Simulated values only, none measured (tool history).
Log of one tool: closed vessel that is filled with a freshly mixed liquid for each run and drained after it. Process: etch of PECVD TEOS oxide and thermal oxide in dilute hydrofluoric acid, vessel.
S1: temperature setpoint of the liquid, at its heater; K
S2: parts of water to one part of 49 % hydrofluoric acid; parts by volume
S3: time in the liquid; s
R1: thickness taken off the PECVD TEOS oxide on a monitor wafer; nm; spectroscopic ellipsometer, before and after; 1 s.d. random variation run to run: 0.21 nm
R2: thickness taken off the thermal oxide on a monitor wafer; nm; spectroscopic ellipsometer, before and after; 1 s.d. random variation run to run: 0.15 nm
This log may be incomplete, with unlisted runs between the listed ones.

run  hour      S1   S2   S3      R1      R2
  1   0.0  299.15  175  690  57.769  17.593
  2   4.2  299.15  235  690  40.299  12.326
  3   8.5  301.65  225  690  46.521  14.337
  4  16.0  303.15  215  690  51.532  15.743
  5  20.9  304.15  210  690  55.074  16.779
  6  22.6  305.15  205  690  58.730  17.737
  7  30.3  305.65  200  690  61.543  18.739

Expected results for the next run?
  8  31.6  306.15  200  690   ?   ?

Run 8 produced R1 62.919 nm, R2 19.598 nm.
